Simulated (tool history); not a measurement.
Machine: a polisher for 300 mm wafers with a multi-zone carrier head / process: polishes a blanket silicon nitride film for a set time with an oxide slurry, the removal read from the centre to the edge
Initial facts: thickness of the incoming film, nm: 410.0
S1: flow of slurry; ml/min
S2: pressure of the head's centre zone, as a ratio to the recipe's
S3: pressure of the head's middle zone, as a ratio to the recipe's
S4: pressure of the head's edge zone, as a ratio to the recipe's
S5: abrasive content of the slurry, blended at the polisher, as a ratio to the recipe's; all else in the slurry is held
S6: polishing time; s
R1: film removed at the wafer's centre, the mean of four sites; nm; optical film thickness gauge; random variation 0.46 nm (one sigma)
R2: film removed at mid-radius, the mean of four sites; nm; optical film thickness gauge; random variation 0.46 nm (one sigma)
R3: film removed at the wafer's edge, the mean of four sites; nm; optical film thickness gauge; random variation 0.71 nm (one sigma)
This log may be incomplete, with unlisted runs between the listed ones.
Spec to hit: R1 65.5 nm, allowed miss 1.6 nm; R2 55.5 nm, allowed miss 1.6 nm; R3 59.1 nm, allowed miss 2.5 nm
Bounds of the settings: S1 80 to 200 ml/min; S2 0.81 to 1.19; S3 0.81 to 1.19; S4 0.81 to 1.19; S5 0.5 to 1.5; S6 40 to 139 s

run 1 hour=0 | S1=130 S2=1 S3=1 S4=1 S5=1 S6=89 | R1=87.579 R2=84.842 R3=86.177
run 2 hour=8.4 | S1=130 S2=1 S3=1 S4=1 S5=1 S6=111 | R1=109.55 R2=106.53 R3=105
run 3 hour=13.7 | S1=130 S2=1 S3=0.93 S4=1 S5=1 S6=111 | R1=110.59 R2=100.61 R3=103.74
run 4 hour=19.2 | S1=130 S2=1 S3=0.93 S4=1 S5=1.1 S6=111 | R1=114.44 R2=105.21 R3=110.55
run 5 hour=27.4 | S1=130 S2=1 S3=0.85 S4=1 S5=1.1 S6=111 | R1=114.07 R2=96.27 R3=110.89
run 6 hour=32.5 | S1=120 S2=0.99 S3=0.84 S4=0.95 S5=0.95 S6=106 | R1=100.01 R2=84.568 R3=98.718
run 7 hour=41.1 | S1=130 S2=1 S3=0.86 S4=0.93 S5=0.85 S6=97 | R1=89.632 R2=77.465 R3=82.978
run 8 hour=42.4 | S1=130 S2=1 S3=0.85 S4=0.91 S5=0.75 S6=93 | R1=80.527 R2=69.398 R3=75.523
run 9 hour=48.5 | S1=130 S2=1 S3=0.84 S4=0.89 S5=0.7 S6=91 | R1=77.36 R2=64.822 R3=70.431
run 10 hour=50.1 | S1=125 S2=0.99 S3=0.84 S4=0.87 S5=0.65 S6=90 | R1=71.939 R2=61.631 R3=66.718

Exercise: of the 5 proposed moves below, exactly one satisfies all targets within the stated allowed misses. Which move is it?
run A hour=51.7 | S1=125 S2=1.05 S3=0.83 S4=0.84 S5=0.65 S6=76 | R1=? R2=? R3=?
run B hour=51.7 | S1=135 S2=1.16 S3=0.83 S4=0.82 S5=0.65 S6=77 | R1=? R2=? R3=?
run C hour=51.7 | S1=100 S2=1.01 S3=0.85 S4=0.85 S5=0.5 S6=93 | R1=? R2=? R3=?
run D hour=51.7 | S1=140 S2=1.07 S3=1.05 S4=0.81 S5=0.6 S6=94 | R1=? R2=? R3=?
run E hour=51.7 | S1=80 S2=0.81 S3=0.88 S4=0.98 S5=0.75 S6=97 | R1=? R2=? R3=?

move=A R1=64.921 R2=52.11 R3=54.135
move=B R1=73.559 R2=53.304 R3=54.657
move=C R1=65.241 R2=55.688 R3=57.615
move=D R1=80.314 R2=75.69 R3=63.988
move=E R1=63.523 R2=69.917 R3=75.867
A: the furthest-off result lands on target, but another misses its tolerance
B: lands further from the targets than the last run did
C: in spec on every target
D: lands further from the targets than the last run did
E: pushes the last run's worst result past its target
The right move is C.
